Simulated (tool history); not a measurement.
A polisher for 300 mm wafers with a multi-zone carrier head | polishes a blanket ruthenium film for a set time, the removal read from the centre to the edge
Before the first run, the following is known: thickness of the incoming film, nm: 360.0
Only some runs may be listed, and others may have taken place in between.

run  hour  flow of slurry (ml/min)  pressure of the head's centre zone  pressure of the head's middle zone  pressure of the head's edge zone  polishing time (s)  film removed at the wafer's centre (nm)  film removed at mid-radius (nm)  film removed at the wafer's edge (nm)
  1   0.0                      310                                1.00                                1.00                              1.00                  78                                   97.580                          101.290                                 95.835
  2   6.6                      310                                1.00                                1.00                              1.07                  78                                   97.572                          102.150                                 99.007
  3  13.2                      310                                1.05                                1.00                              1.07                  78                                  102.180                          101.480                                 98.891
  4  13.8                      300                                1.03                                0.97                              1.05                  75                                   95.368                           94.088                                 94.833
  5  19.9                      300                                1.03                                1.03                              1.05                  75                                   95.323                           99.329                                 93.037
  6  22.9                      300                                1.03                                1.03                              1.05                  83                                  104.970                          109.250                                104.570
  7  28.7                      285                                1.02                                1.00                              1.04                  79                                   99.863                          100.810                                 98.603
  8  34.9                      275                                1.00                                0.97                              1.02                  76                                   93.453                           94.480                                 93.850
  9  37.5                      265                                0.99                                0.95                              1.00                  73                                   88.832                           88.223                                 88.467
 10  42.5                      255                                0.98                                0.93                              0.98                  71                                   84.537                           85.506                                 85.557
 11  45.6                      255                                0.98                                0.93                              0.98                  71                                   85.933                           84.607                                 84.578
 12  48.9                      220                                0.92                                0.83                              0.93                  59                                   65.691                           62.761                                 67.746
 13  57.1                      235                                0.93                                0.83                              0.94                  59                                   66.346                           63.176                                 68.170
 14  61.5                      240                                0.94                                0.83                              0.95                  59                                   68.345                           63.839                                 69.621
 15  67.8                      250                                0.94                                0.83                              0.96                  59                                   67.750                           64.406                                 68.804
 16  70.6                      240                                0.97                                0.83                              1.04                  62                                   73.096                           67.002                                 77.156
 17  74.9                      240                                0.97                                0.83                              1.03                  62                                   72.385                           67.605                                 74.387

What will run 18 give?
 18  80.8                      240                                0.97                                0.83                              1.02                  62                                        ?                                ?                                      ?

film removed at the wafer's centre (nm): 72.458
film removed at mid-radius (nm): 66.755
film removed at the wafer's edge (nm): 75.454

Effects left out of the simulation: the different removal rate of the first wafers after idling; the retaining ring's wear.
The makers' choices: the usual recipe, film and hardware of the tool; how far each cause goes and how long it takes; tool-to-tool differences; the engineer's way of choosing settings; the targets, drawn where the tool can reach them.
